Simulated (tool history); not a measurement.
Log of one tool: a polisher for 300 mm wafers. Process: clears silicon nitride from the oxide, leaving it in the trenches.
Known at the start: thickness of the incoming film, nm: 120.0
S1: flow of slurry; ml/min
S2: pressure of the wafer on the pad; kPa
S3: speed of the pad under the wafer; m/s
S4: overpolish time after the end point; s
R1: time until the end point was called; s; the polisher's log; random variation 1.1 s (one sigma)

{"run": 1, "hour": 0.0, "S1": 230, "S2": 22.1, "S3": 1.12, "S4": 3, "R1": 82.089}
{"run": 2, "hour": 2.8, "S1": 230, "S2": 22.1, "S3": 1.26, "S4": 3, "R1": 74.766}
{"run": 3, "hour": 7.2, "S1": 230, "S2": 22.1, "S3": 1.26, "S4": 3, "R1": 73.582}
{"run": 4, "hour": 10.4, "S1": 230, "S2": 20, "S3": 1.26, "S4": 3, "R1": 78.601}
{"run": 5, "hour": 16.8, "S1": 230, "S2": 20, "S3": 1.04, "S4": 3, "R1": 92.726}
{"run": 6, "hour": 24.2, "S1": 230, "S2": 18.6, "S3": 1.04, "S4": 3, "R1": 96.971}
{"run": 7, "hour": 30.9, "S1": 230, "S2": 17.2, "S3": 1.04, "S4": 3, "R1": 100.47}
{"run": 8, "hour": 37.1, "S1": 230, "S2": 15.9, "S3": 1.04, "S4": 3, "R1": 106.88}

Forecast run 9:
{"run": 9, "hour": 37.8, "S1": 230, "S2": 15.2, "S3": 1.04, "S4": 3, "R1": "?"}

{"run 9": {"R1": 107.25}}

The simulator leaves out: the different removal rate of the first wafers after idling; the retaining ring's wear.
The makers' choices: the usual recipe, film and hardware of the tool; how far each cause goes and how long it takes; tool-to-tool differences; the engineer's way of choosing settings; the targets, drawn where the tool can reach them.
